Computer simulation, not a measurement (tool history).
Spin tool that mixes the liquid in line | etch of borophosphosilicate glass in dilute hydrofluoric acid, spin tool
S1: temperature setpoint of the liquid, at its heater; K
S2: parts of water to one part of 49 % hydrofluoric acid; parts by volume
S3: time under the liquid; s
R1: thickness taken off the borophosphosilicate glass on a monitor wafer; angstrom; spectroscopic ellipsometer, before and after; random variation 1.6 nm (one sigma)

run,day,S1,S2,S3,R1
1,0,293.15,70,140,719.96
2,0.367,293.15,70,140,714.79
3,0.583,295.15,70,140,772.08
4,0.75,296.65,60,140,973.3
5,1.054,293.15,60,140,841.46
6,1.4,291.65,60,140,785.96
7,1.75,293.65,50,140,1057.5
8,1.8,295.15,45,140,1248.4
9,2.05,296.65,40,140,1516.2
10,2.221,297.65,35,140,1808.4
11,2.421,298.65,35,140,1877.6
12,2.712,299.15,35,140,1902.8

The next listed run, before its measurement:
13,2.792,299.65,35,140,?

{"run 13": {"R1": 1954.3}}

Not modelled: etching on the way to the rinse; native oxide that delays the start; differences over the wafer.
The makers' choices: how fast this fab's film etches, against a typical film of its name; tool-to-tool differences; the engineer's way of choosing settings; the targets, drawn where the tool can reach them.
